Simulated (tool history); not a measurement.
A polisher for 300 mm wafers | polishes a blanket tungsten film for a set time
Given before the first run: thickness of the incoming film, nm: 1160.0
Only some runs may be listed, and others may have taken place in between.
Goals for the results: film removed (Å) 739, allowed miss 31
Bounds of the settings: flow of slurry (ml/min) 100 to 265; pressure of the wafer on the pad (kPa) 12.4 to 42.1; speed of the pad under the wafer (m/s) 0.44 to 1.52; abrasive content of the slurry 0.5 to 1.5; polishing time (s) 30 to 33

run	day	flow of slurry (ml/min)	pressure of the wafer on the pad (kPa)	speed of the pad under the wafer (m/s)	abrasive content of the slurry	polishing time (s)	film removed (Å)
1	0	170	26.9	0.98	1	33	1340
2	0.179	170	26.9	1.06	1	33	1382.9
3	0.212	170	24.1	1.04	1	33	1333
4	0.458	170	24.1	1.2	1	33	1492.8
5	0.55	135	24.1	1.2	1	33	1448.3
6	0.758	135	20.7	1.2	1	33	1339
7	0.838	135	19.3	1.12	1	33	1220.9
8	1.179	135	17.9	1.04	1	33	1085.3
9	1.521	135	16.5	0.98	1	33	985.99
10	1.842	135	15.9	0.94	1	33	932.46
11	2.208	135	15.2	0.92	1	33	886.73
12	2.425	135	14.5	0.9	1	33	845.8
13	2.45	135	13.8	0.88	1	33	825.07

4 candidate next runs follow, results not yet known. Just one meets every target within its allowed miss. Identify it.
A	2.475	100	15.2	0.78	1.1	30	?
B	2.475	150	12.4	0.84	0.95	30	?
C	2.475	115	12.4	0.84	1.1	30	?
D	2.475	125	17.2	0.82	0.9	30	?

move	film removed (Å)
A	678.67
B	672.67
C	678.92
D	736.03
A: the result that was furthest off in the last run now lies on the other side of its target
B: the result that was furthest off in the last run now lies on the other side of its target
C: the result that was furthest off in the last run now lies on the other side of its target
D: in spec on every target
Go with D: it meets all targets.
